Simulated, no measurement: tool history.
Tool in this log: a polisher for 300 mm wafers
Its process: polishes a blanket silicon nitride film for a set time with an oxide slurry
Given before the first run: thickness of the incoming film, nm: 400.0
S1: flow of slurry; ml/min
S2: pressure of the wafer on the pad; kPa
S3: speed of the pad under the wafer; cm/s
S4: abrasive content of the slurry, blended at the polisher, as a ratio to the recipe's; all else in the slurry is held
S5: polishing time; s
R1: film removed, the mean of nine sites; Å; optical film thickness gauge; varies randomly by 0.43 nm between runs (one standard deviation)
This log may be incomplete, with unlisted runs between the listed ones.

run,hour,S1,S2,S3,S4,S5,R1
1,0.0,315,27.6,134,1.0,56,432.69
2,8.5,315,27.6,152,1.0,56,478.10
3,13.3,315,26.2,152,1.0,56,466.78
4,14.8,315,24.1,152,1.0,56,410.79
5,19.2,315,24.1,152,1.0,56,421.43
6,24.7,315,22.8,152,1.0,56,404.99

Run 7 is up next; what results do you expect?
7,28.9,315,22.1,152,1.0,56,?

{"run 7": {"R1": 385.96}}

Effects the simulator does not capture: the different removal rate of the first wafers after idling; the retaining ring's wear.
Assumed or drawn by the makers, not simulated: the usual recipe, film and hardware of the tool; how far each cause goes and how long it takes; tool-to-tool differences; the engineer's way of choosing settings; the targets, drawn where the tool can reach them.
